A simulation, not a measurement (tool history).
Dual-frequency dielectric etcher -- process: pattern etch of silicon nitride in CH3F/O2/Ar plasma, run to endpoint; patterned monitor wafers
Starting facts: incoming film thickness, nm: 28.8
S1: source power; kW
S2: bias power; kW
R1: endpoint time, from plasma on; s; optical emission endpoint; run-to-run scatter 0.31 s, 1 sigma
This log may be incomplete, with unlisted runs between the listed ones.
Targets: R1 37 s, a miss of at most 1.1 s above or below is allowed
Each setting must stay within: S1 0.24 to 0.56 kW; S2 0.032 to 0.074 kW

run,hour,S1,S2,R1
1,0,0.4,0.053,43.407
2,4,0.36,0.053,45.223
3,10.9,0.39,0.055,43.12
4,14,0.39,0.062,42.276
5,18,0.35,0.062,44.197
6,24.1,0.38,0.062,42.771
7,32.4,0.38,0.062,42.906
8,39.8,0.4,0.063,41.361
9,41.2,0.41,0.064,40.762
10,48.7,0.42,0.065,39.755
11,49.7,0.43,0.065,40.422
12,54.1,0.45,0.066,38.976
13,58.7,0.46,0.066,38.602
14,64.1,0.47,0.066,38.966
15,71.3,0.48,0.067,38.388

Below are 5 possible settings for the next run. Only one of them brings all results inside the allowed miss of their targets. Which is it?
A,78.5,0.49,0.063,?
B,78.5,0.48,0.064,?
C,78.5,0.4,0.071,?
D,78.5,0.43,0.063,?
E,78.5,0.51,0.071,?

move,R1
A,38.546
B,38.66
C,39.994
D,40.351
E,36.76
A: further off than the last run
B: further off than the last run
C: further off than the last run
D: further off than the last run
E: meets every target
The move that meets every target is E.

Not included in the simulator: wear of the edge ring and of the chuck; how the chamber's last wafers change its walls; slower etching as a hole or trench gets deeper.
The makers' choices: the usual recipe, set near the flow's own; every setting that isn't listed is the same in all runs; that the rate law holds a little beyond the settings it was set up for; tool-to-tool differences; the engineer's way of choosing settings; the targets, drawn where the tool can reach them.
